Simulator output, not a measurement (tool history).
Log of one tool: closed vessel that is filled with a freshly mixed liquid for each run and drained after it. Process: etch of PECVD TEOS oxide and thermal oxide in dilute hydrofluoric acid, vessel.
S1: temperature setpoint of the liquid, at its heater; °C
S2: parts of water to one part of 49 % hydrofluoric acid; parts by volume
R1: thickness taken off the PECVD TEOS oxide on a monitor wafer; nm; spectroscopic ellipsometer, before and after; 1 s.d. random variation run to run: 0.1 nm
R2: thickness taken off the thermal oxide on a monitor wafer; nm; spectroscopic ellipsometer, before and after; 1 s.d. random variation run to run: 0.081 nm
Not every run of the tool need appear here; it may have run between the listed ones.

Run 1, hour 0: S1 23 °C, S2 45 parts by volume, time in the liquid (s) 60. Result: R1 11.735 nm, R2 5.7913 nm.
Run 2, hour 2.1: S1 25 °C, S2 40 parts by volume, time in the liquid (s) 60. Result: R1 14.454 nm, R2 7.1223 nm.
Run 3, hour 6.4: S1 27.5 °C, S2 40 parts by volume, time in the liquid (s) 60. Result: R1 16.055 nm, R2 7.7691 nm.
Run 4, hour 11.8: S1 29.5 °C, S2 40 parts by volume, time in the liquid (s) 60. Result: R1 17.46 nm, R2 8.5265 nm.
Run 5, hour 16.9: S1 30 °C, S2 40 parts by volume, time in the liquid (s) 60. Result: R1 17.579 nm, R2 8.5782 nm.
At hour 18.9: hydrofluoric acid flow meter replaced.
Run 6, hour 18.9: S1 30 °C, S2 50 parts by volume, time in the liquid (s) 60. Result: R1 14.852 nm, R2 7.4388 nm.
Run 7, hour 21.3: S1 30.5 °C, S2 45 parts by volume, time in the liquid (s) 60. Result: R1 16.965 nm, R2 8.3909 nm.
Run 8, hour 26.9: S1 31 °C, S2 40 parts by volume, time in the liquid (s) 60. Result: R1 19.815 nm, R2 9.6998 nm.

For run 9, what comes out?
Run 9, hour 29.6: S1 31 °C, S2 40 parts by volume, time in the liquid (s) 65. Result: R1 ?, R2 ?.

Run 9 gave R1 21.651 nm, R2 10.432 nm.
